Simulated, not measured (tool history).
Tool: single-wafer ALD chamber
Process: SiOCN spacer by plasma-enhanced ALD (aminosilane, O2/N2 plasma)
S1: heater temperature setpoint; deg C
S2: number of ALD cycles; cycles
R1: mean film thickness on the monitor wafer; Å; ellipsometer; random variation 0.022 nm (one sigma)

Run 1, hour 0.0: S1 380 deg C, S2 103 cycles. Result: R1 61.092 Å.
Run 2, hour 5.6: S1 380 deg C, S2 107 cycles. Result: R1 63.903 Å.
Run 3, hour 13.4: S1 380 deg C, S2 109 cycles. Result: R1 65.112 Å.
Run 4, hour 21.6: S1 380 deg C, S2 111 cycles. Result: R1 66.110 Å.
Run 5, hour 22.3: S1 376 deg C, S2 111 cycles. Result: R1 65.829 Å.
Run 6, hour 24.6: S1 366 deg C, S2 111 cycles. Result: R1 66.394 Å.
Run 7, hour 33.4: S1 366 deg C, S2 113 cycles. Result: R1 66.839 Å.
Run 8, hour 34.3: S1 366 deg C, S2 115 cycles. Result: R1 68.249 Å.

Run 9 comes next. What will it give?
Run 9, hour 35.2: S1 366 deg C, S2 116 cycles. Result: R1 ?.

R1: 68.807 Å

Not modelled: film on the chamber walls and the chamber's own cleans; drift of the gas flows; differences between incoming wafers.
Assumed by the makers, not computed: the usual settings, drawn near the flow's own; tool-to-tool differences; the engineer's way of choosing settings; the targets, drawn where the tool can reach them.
